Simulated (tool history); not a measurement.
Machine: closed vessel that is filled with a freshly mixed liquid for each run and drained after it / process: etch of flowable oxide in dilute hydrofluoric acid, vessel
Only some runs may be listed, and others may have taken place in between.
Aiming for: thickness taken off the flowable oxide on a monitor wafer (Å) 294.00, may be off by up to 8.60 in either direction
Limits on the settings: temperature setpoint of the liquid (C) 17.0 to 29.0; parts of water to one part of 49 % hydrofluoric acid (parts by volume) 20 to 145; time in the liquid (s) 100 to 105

| run | hour | temperature setpoint of the liquid (C) | parts of water to one part of 49 % hydrofluoric acid (parts by volume) | time in the liquid (s) | thickness taken off the flowable oxide on a monitor wafer (Å) |
|---|---|---|---|---|---|
| 1 | 0.0 | 21.0 | 80 | 100 | 536.68 |
| 2 | 4.2 | 20.0 | 85 | 100 | 480.55 |
| 3 | 10.4 | 19.5 | 90 | 100 | 441.02 |
| 4 | 14.6 | 23.0 | 90 | 100 | 514.84 |
| 5 | 18.5 | 23.0 | 105 | 100 | 437.67 |
| 6 | 22.2 | 23.0 | 105 | 100 | 432.30 |
| 7 | 25.8 | 23.0 | 105 | 100 | 438.79 |
|  | 31.2 | thermometer replaced |
| 8 | 31.2 | 22.0 | 105 | 100 | 457.98 |
| 9 | 39.6 | 22.0 | 135 | 100 | 349.37 |

Consider the 5 candidate settings below. Which is the only one whose results all fall within their allowed miss of target?
| A | 48.0 | 21.5 | 140 | 105 | ? |
| B | 48.0 | 26.5 | 130 | 100 | ? |
| C | 48.0 | 22.0 | 110 | 105 | ? |
| D | 48.0 | 20.5 | 105 | 100 | ? |
| E | 48.0 | 19.0 | 145 | 105 | ? |

| move | thickness taken off the flowable oxide on a monitor wafer (Å) |
|---|---|
| A | 342.06 |
| B | 430.60 |
| C | 459.30 |
| D | 433.77 |
| E | 297.35 |
A: nearer the targets than the last run, but a result is still out of spec
B: further off than the last run
C: further off than the last run
D: further off than the last run
E: every result lands within tolerance
The right move is E.

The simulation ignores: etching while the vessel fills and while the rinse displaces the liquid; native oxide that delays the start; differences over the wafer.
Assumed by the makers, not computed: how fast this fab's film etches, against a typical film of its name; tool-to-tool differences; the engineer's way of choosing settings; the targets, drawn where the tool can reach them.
